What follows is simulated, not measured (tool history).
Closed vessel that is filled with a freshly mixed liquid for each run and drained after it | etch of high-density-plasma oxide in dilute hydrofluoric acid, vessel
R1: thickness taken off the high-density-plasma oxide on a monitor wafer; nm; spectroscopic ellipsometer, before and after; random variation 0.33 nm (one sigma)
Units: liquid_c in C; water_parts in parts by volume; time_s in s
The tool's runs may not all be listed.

Run 1, hour 0.0: liquid_c 23.0 C, water_parts 180 parts by volume, time_s 2785 s. Result: R1 70.508 nm.
Run 2, hour 9.1: liquid_c 22.5 C, water_parts 180 parts by volume, time_s 2785 s. Result: R1 69.243 nm.
Run 3, hour 14.8: liquid_c 25.0 C, water_parts 180 parts by volume, time_s 2785 s. Result: R1 75.383 nm.
Run 4, hour 24.0: liquid_c 25.0 C, water_parts 180 parts by volume, time_s 2980 s. Result: R1 80.617 nm.
Run 5, hour 26.2: liquid_c 28.0 C, water_parts 180 parts by volume, time_s 2980 s. Result: R1 90.895 nm.
Run 6, hour 35.2: liquid_c 26.0 C, water_parts 180 parts by volume, time_s 2980 s. Result: R1 84.705 nm.
Run 7, hour 38.6: liquid_c 25.0 C, water_parts 180 parts by volume, time_s 2980 s. Result: R1 81.306 nm.

Run 8 comes next. What will it give?
Run 8, hour 43.2: liquid_c 21.0 C, water_parts 185 parts by volume, time_s 2980 s. Result: R1 ?.

R1: 68.059 nm
